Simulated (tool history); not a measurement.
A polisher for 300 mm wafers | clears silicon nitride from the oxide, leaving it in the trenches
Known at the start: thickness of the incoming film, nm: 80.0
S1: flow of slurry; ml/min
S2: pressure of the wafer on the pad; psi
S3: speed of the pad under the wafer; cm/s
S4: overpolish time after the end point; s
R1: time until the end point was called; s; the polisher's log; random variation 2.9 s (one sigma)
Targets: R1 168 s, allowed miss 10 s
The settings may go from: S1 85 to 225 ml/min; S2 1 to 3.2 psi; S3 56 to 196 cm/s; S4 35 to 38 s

Run 1, hour 0: S1 145 ml/min, S2 2.1 psi, S3 126 cm/s, S4 35 s. Result: R1 94.671 s.
Run 2, hour 3.3: S1 160 ml/min, S2 2.1 psi, S3 126 cm/s, S4 35 s. Result: R1 94.066 s.
Run 3, hour 10.7: S1 160 ml/min, S2 2.6 psi, S3 126 cm/s, S4 35 s. Result: R1 74.814 s.
Run 4, hour 17.6: S1 160 ml/min, S2 2.4 psi, S3 126 cm/s, S4 35 s. Result: R1 81.044 s.
Run 5, hour 23.8: S1 160 ml/min, S2 2.4 psi, S3 154 cm/s, S4 35 s. Result: R1 69.93 s.
Run 6, hour 26.9: S1 160 ml/min, S2 2.4 psi, S3 180 cm/s, S4 35 s. Result: R1 57.284 s.
Run 7, hour 33.2: S1 155 ml/min, S2 2 psi, S3 162 cm/s, S4 35 s. Result: R1 75.28 s.
Run 8, hour 34.3: S1 150 ml/min, S2 1.7 psi, S3 146 cm/s, S4 35 s. Result: R1 95.628 s.
Run 9, hour 40: S1 150 ml/min, S2 1.5 psi, S3 134 cm/s, S4 35 s. Result: R1 127.17 s.
Run 10, hour 44.5: S1 150 ml/min, S2 1.4 psi, S3 134 cm/s, S4 35 s. Result: R1 130.31 s.
Run 11, hour 53.2: S1 150 ml/min, S2 1.3 psi, S3 132 cm/s, S4 35 s. Result: R1 143.58 s.
Run 12, hour 56.7: S1 150 ml/min, S2 1.2 psi, S3 132 cm/s, S4 35 s. Result: R1 148.38 s.

5 next moves are on the table. One of them brings every result within its allowed miss. Which?
Run A, hour 60.2: S1 150 ml/min, S2 1.1 psi, S3 132 cm/s, S4 35 s. Result: R1 ?.
Run B, hour 60.2: S1 175 ml/min, S2 1.4 psi, S3 138 cm/s, S4 38 s. Result: R1 ?.
Run C, hour 60.2: S1 130 ml/min, S2 1.5 psi, S3 128 cm/s, S4 38 s. Result: R1 ?.
Run D, hour 60.2: S1 130 ml/min, S2 1.3 psi, S3 150 cm/s, S4 35 s. Result: R1 ?.
Run E, hour 60.2: S1 175 ml/min, S2 1.6 psi, S3 122 cm/s, S4 35 s. Result: R1 ?.

move      R1
   A  164.93
   B  123.38
   C  128.72
   D  126.48
   E  122.36
A: meets every target
B: further off than the last run
C: further off than the last run
D: further off than the last run
E: further off than the last run
Answer: A
